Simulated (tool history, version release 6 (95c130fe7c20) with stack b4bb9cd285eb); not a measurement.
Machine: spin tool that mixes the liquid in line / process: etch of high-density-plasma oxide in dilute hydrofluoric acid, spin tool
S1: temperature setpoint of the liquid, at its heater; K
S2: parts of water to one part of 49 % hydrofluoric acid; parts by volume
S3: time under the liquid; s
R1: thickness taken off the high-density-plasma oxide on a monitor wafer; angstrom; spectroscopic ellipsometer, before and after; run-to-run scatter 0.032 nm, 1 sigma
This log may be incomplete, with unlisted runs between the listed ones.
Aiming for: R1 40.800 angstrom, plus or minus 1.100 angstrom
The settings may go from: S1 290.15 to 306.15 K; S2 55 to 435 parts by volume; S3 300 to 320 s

Run 1, day 0.000: S1 298.15 K, S2 245 parts by volume, S3 300 s. Result: R1 62.199 angstrom.
Run 2, day 0.254: S1 296.65 K, S2 255 parts by volume, S3 300 s. Result: R1 55.880 angstrom.
Run 3, day 0.292: S1 296.65 K, S2 175 parts by volume, S3 300 s. Result: R1 89.200 angstrom.
Run 4, day 0.446: S1 295.15 K, S2 200 parts by volume, S3 300 s. Result: R1 71.760 angstrom.
Run 5, day 0.483: S1 292.15 K, S2 200 parts by volume, S3 300 s. Result: R1 62.979 angstrom.
Run 6, day 0.833: S1 294.65 K, S2 200 parts by volume, S3 300 s. Result: R1 70.504 angstrom.
Run 7, day 0.875: S1 290.65 K, S2 285 parts by volume, S3 300 s. Result: R1 39.291 angstrom.
Run 8, day 1.108: S1 291.15 K, S2 285 parts by volume, S3 300 s. Result: R1 39.148 angstrom.

Exactly one of the 4 candidate moves below puts every result within its allowed miss. Which one?
Run A, day 1.342: S1 290.65 K, S2 305 parts by volume, S3 305 s. Result: R1 ?.
Run B, day 1.342: S1 290.15 K, S2 275 parts by volume, S3 320 s. Result: R1 ?.
Run C, day 1.342: S1 291.15 K, S2 295 parts by volume, S3 320 s. Result: R1 ?.
Run D, day 1.342: S1 290.65 K, S2 310 parts by volume, S3 310 s. Result: R1 ?.

move      R1
   A  36.261
   B  42.467
   C  40.421
   D  36.109
A: lands further from the targets than the last run did
B: the result that was furthest off in the last run now lies on the other side of its target
C: all results land within tolerance of their targets
D: lands further from the targets than the last run did
The move that meets every target is C.
